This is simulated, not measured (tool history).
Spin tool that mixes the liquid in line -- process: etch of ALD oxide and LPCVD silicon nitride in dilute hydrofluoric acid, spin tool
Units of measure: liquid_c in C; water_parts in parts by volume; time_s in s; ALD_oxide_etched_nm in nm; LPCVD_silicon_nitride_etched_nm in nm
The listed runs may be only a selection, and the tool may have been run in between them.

run	hour	liquid_c	water_parts	time_s	ALD_oxide_etched_nm	LPCVD_silicon_nitride_etched_nm
1	0	24	100	170	23.627	1.024
2	1.9	24	100	235	32.433	1.456
3	2.6	27.5	100	235	37.279	1.7279
4	7.7	27.5	100	295	46.411	2.2002
5	14.5	27.5	125	295	36.427	1.7271
6	19.3	27.5	160	295	27.069	1.4166
7	26.4	27	150	290	28.242	1.3513
8	35.4	26.5	145	290	28.936	1.4658
9	42	27.5	140	285	30.546	1.5603
10	50.6	26	130	285	31.614	1.4835
11	54.6	25.5	125	285	32.815	1.495

Estimate the outcome of run 12 from the log above:
12	62.5	25	120	285	?	?

{"run 12": {"ALD_oxide_etched_nm": 33.285, "LPCVD_silicon_nitride_etched_nm": 1.5778}}
